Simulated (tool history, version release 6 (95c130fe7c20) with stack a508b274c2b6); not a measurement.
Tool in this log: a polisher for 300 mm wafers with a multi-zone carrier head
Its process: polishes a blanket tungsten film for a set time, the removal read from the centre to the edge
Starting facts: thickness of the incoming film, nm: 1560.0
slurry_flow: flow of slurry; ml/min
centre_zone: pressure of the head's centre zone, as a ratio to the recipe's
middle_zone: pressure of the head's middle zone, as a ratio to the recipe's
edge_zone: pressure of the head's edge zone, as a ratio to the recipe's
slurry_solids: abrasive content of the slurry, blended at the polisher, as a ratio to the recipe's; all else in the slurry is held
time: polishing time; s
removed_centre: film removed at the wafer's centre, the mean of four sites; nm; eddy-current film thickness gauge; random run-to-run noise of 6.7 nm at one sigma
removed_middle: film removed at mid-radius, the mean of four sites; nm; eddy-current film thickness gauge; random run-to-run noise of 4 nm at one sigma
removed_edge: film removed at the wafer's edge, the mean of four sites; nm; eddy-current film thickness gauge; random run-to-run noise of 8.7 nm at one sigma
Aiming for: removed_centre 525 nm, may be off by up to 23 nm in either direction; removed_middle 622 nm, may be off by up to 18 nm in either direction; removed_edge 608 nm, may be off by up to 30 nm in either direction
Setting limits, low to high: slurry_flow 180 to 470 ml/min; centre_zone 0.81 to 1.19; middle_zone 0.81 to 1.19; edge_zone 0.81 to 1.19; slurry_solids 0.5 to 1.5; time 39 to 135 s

run,day,slurry_flow,centre_zone,middle_zone,edge_zone,slurry_solids,time,removed_centre,removed_middle,removed_edge
1,0,300,1,1,1,1,87,479.62,477.4,489.79
2,0.158,300,1,1,1,1,108,598.15,604.42,601.84
3,0.262,295,0.96,1.01,1.01,1,108,581.66,597.75,620.45
4,0.433,295,0.96,0.98,1.01,1,108,575.83,588.14,608.34
5,0.462,235,0.96,0.98,1.01,1,108,544.08,567.85,606.73
6,0.783,240,0.94,1.02,1,1,108,548.27,589.09,595.11
7,1.138,240,0.92,1.04,1.01,1,108,535.94,601.09,595.52
8,1.433,240,0.91,1.05,1.02,1,108,527.88,605.82,607.97

4 candidate next runs follow, results not yet known. Just one meets every target within its allowed miss. Identify it.
A,1.729,230,0.93,1.14,0.93,1.15,100,?,?,?
B,1.729,245,0.88,1.06,1.01,1.1,106,?,?,?
C,1.729,245,0.91,1.02,1.04,1.05,105,?,?,?
D,1.729,245,0.81,1.06,1.03,1.15,106,?,?,?

move,removed_centre,removed_middle,removed_edge
A,525.61,617.85,555.24
B,525.74,613.78,609.76
C,532,581.18,605.58
D,489.24,621.21,622.85
A: brings the result that was furthest off to its target, and leaves another outside
B: every result lands within tolerance
C: misses by more than the last run did
D: brings the result that was furthest off to its target, and leaves another outside
The move that meets every target is B.
